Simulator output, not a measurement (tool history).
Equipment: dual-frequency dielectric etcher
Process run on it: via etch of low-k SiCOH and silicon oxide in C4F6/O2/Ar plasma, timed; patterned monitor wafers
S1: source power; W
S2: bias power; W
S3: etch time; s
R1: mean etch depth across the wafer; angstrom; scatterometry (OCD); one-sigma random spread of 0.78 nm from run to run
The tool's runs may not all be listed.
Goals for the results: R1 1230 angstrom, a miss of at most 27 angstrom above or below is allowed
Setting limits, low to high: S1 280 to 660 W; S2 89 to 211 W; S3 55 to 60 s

| run | hour | S1 | S2 | S3 | R1 |
|---|---|---|---|---|---|
| 1 | 0 | 470 | 150 | 60 | 1574 |
| 2 | 6.8 | 430 | 140 | 59.5 | 1510.7 |
| 3 | 10.3 | 370 | 140 | 59.5 | 1449 |
| 4 | 11.3 | 370 | 161 | 59.5 | 1529.1 |
| 5 | 17.7 | 310 | 161 | 59.5 | 1465.8 |
| 6 | 22.2 | 300 | 148 | 58.5 | 1395.3 |
| 7 | 29.8 | 300 | 139 | 58 | 1366 |
| 8 | 33.8 | 300 | 131 | 57.5 | 1328.7 |
| 9 | 38.7 | 300 | 126 | 57 | 1299.9 |
| 10 | 47.4 | 300 | 122 | 57 | 1303.5 |
| 11 | 50 | 300 | 118 | 56.5 | 1272.7 |
| 12 | 52.4 | 300 | 116 | 56.5 | 1261.3 |
| 13 | 54.1 | 300 | 115 | 56.5 | 1253.4 |

Next run, 5 choices. One meets every target within its allowed miss, the rest don't. Which?
| A | 55.8 | 310 | 112 | 58 | ? |
| B | 55.8 | 280 | 127 | 58 | ? |
| C | 55.8 | 300 | 100 | 60 | ? |
| D | 55.8 | 280 | 112 | 56 | ? |
| E | 55.8 | 280 | 132 | 57 | ? |

| move | R1 |
|---|---|
| A | 1297.7 |
| B | 1320.2 |
| C | 1292.6 |
| D | 1229.3 |
| E | 1312.2 |
A: its largest miss is bigger than the last run's
B: its largest miss is bigger than the last run's
C: its largest miss is bigger than the last run's
D: in spec on every target
E: its largest miss is bigger than the last run's
Answer: D
